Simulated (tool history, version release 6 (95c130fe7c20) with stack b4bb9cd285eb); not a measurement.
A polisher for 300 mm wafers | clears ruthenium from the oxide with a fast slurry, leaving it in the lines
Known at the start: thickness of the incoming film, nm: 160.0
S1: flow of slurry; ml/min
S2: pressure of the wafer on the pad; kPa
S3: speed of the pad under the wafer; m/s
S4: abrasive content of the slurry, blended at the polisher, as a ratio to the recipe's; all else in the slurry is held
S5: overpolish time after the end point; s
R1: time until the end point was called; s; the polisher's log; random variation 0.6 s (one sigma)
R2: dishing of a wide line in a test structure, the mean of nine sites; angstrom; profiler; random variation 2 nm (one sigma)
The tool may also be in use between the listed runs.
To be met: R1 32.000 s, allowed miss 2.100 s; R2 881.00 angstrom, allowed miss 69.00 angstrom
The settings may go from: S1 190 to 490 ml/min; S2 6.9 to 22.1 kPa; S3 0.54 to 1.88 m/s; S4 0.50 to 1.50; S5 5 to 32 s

run  hour   S1    S2    S3    S4  S5      R1      R2
  1   0.0  315  14.5  1.20  1.00  16  49.675  448.13
  2   4.6  315  14.5  1.00  1.00  16  60.239  368.58
  3   5.4  315  15.2  1.04  1.00  17  55.807  413.10
  4  12.9  315  18.6  1.04  1.00  17  45.203  486.51
  5  13.9  315  21.4  1.04  1.00  17  39.480  592.61
  6  21.1  315  21.4  1.06  1.00  17  38.029  567.06
  7  27.4  315  21.4  1.08  1.00  18  38.043  627.18
  8  35.4  315  21.4  1.10  1.00  18  37.548  619.74
  9  42.3  315  21.4  1.12  1.00  19  35.788  634.80
 10  50.2  315  21.4  1.12  1.00  20  36.442  686.27
 11  56.3  315  21.4  1.14  1.00  20  36.471  689.25
 12  62.0  315  21.4  1.16  1.00  20  34.878  702.98
 13  67.3  315  21.4  1.18  1.00  22  35.234  760.52

4 next moves are on the table. One of them brings every result within its allowed miss. Which?
  A  72.6  290  21.4  1.32  1.20  17   ?   ?
  B  72.6  265  20.7  1.28  1.10  24   ?   ?
  C  72.6  415  21.4  1.46  0.95  22   ?   ?
  D  72.6  325  22.1  1.32  1.25  27   ?   ?

move      R1       R2
   A  27.762   720.33
   B  31.041   849.10
   C  27.327   872.34
   D  26.147  1019.10
A: further off than the last run
B: meets every target
C: brings the result that was furthest off to its target, and leaves another outside
D: takes the result that was furthest off past its target
The right move is B.
